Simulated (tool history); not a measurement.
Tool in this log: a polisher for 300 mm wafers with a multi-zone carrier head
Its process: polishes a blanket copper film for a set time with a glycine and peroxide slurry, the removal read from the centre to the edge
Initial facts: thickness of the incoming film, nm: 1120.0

run	hour	flow of slurry (ml/min)	pressure of the head's centre zone	pressure of the head's middle zone	pressure of the head's edge zone	polishing time (s)	film removed at the wafer's centre (nm)	film removed at mid-radius (nm)	film removed at the wafer's edge (nm)
1	0	215	1	1	1	73	307.19	349.93	351.98
2	1.6	215	1	1	1	60	252.7	294.55	283.83
3	9.4	220	1.02	1.02	1.02	64	280.68	312.33	303.66
4	16.5	220	1.02	1.02	1.02	81	349.58	401.16	391.55
5	20.1	180	1.02	1.02	1.02	81	344.11	391.95	382.36
6	29.1	180	0.98	1.02	1.02	81	323.43	388.64	381.76
7	33.8	180	0.98	1.02	1.02	81	327.42	393.34	375.61
8	39.2	195	0.99	1.03	1.03	82	339.79	404.66	404.68
9	46	210	1.01	1.05	1.03	82	343.85	411.18	393.93
10	52.8	220	1.02	1.06	1.04	83	357.7	423.16	401.53
11	61.1	230	1.03	1.07	1.05	84	367.76	433.9	415.94

Predict the results of run 12:
12	68.3	235	1.04	1.08	1.06	85	?	?	?

For run 12 the tool returned film removed at the wafer's centre (nm) 368.6, film removed at mid-radius (nm) 442.79, film removed at the wafer's edge (nm) 407.5.
